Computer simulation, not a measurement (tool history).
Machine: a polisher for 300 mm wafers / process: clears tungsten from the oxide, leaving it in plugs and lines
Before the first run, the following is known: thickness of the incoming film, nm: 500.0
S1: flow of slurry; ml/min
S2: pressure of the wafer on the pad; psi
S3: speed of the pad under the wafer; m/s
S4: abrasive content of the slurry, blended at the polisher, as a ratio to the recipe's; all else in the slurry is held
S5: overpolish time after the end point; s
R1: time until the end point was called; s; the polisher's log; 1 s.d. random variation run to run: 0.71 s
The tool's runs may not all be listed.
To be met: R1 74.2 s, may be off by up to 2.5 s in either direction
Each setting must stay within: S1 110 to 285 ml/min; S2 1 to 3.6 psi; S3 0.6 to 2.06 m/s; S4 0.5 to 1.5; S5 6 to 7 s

run,hour,S1,S2,S3,S4,S5,R1
1,0,180,2.3,1.32,1,7,118.36
2,1.7,180,2.3,1.04,1,7,146.94
3,8.5,180,2.5,1.06,1,7,136.15
4,14,160,2.5,1.06,1,7,136.86
5,15.5,160,2.6,1.08,1,7,129.49
6,16.1,160,3,1.08,1,7,113.81
7,21.7,160,3,1.08,1,7,110.57
8,26.9,160,3.1,1.1,1,7,106.41
9,28.7,160,3.2,1.12,1,7,103.67
10,33.4,160,3.2,1.16,1,7,100.52
11,37.1,160,3.2,1.18,1,7,97.595
12,43.2,160,3.2,1.2,1,7,96.167
13,51.1,160,3.2,1.22,1,7,95.069
14,59.1,160,3.2,1.24,1,7,95.181
15,63.7,160,3.2,1.26,1,7,93.589
16,67.1,160,3.2,1.28,1,7,91.471
17,70.2,160,3.2,1.28,1,7,90.747
18,74.2,165,3.4,1.32,1,7,82.478
19,83.2,175,3.5,1.34,1,7,78.661

Consider the 5 candidate settings below. Which is the only one whose results all fall within their allowed miss of target?
A,92.2,190,3.5,1.26,0.9,7,?
B,92.2,180,3.6,1.38,0.95,7,?
C,92.2,140,3.6,1.24,0.9,7,?
D,92.2,160,3.2,1.44,1.05,6,?
E,92.2,195,3.5,1.2,1.1,7,?

move,R1
A,85.734
B,76.179
C,89.286
D,81.471
E,84.253
A: further off than the last run
B: all results land within tolerance of their targets
C: further off than the last run
D: further off than the last run
E: further off than the last run
Correct choice: B, which meets every target
